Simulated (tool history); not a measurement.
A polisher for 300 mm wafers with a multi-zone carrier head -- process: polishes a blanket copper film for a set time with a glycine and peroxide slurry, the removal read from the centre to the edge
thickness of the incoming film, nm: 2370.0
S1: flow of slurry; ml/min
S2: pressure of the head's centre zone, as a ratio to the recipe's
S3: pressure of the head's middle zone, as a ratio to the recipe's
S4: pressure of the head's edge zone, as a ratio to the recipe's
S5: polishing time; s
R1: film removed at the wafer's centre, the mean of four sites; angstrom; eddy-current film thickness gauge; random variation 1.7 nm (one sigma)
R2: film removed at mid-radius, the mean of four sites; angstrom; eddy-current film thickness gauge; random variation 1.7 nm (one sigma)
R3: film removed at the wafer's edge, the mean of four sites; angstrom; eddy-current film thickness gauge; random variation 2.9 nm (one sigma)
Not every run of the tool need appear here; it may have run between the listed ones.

run,hour,S1,S2,S3,S4,S5,R1,R2,R3
1,0,185,1,1,1,42,1536.3,1650,1671.4
2,5.3,195,1,1.04,1.03,43,1579.4,1740.8,1702.1
3,6.6,195,0.99,1.06,1.04,45,1638.5,1874.6,1807.2
4,15,200,0.99,1.08,1.06,46,1684.7,1919,1909.3
5,18.8,200,0.99,1,1.06,46,1703.7,1829.8,1908.3
6,20.7,210,0.99,1.04,1.07,47,1726.1,1938.2,1917.9
7,22.6,210,0.99,1.07,1.08,48,1775.2,2026.1,1988.4
8,30.9,215,0.99,1.09,1.09,48,1767.7,2049.6,1943.4
9,31.5,210,0.99,1.1,1.09,49,1790,2122.4,2038.7

Run 10 comes next. What will it give?
10,34.6,215,0.99,1.11,1.1,49,?,?,?

For run 10 the tool returned R1 1783.1 angstrom, R2 2143.6 angstrom, R3 2041.8 angstrom.
